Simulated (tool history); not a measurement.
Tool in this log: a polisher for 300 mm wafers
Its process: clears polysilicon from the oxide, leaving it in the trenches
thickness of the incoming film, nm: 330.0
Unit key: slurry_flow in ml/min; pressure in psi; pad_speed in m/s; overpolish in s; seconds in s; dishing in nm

| run | hour | slurry_flow | pressure | pad_speed | overpolish | seconds | dishing |
|---|---|---|---|---|---|---|---|
| 1 | 0.0 | 240 | 3.2 | 0.92 | 11 | 19.046 | 44.663 |
| 2 | 3.8 | 240 | 2.9 | 0.90 | 8 | 21.501 | 45.912 |
| 3 | 12.0 | 240 | 2.3 | 0.90 | 8 | 25.406 | 42.501 |
| 4 | 16.8 | 240 | 2.3 | 1.12 | 8 | 21.435 | 42.171 |
| 5 | 22.8 | 240 | 2.3 | 1.12 | 6 | 21.908 | 41.968 |
|  | 24.9 | head pressure recalibrated |
| 6 | 24.9 | 240 | 3.0 | 1.12 | 6 | 18.931 | 42.941 |
| 7 | 26.7 | 210 | 2.5 | 1.20 | 5 | 20.514 | 40.893 |

For run 8, what comes out?
| 8 | 34.6 | 190 | 2.1 | 1.24 | 4 | ? | ? |

seconds: 23.443 s
dishing: 34.304 nm
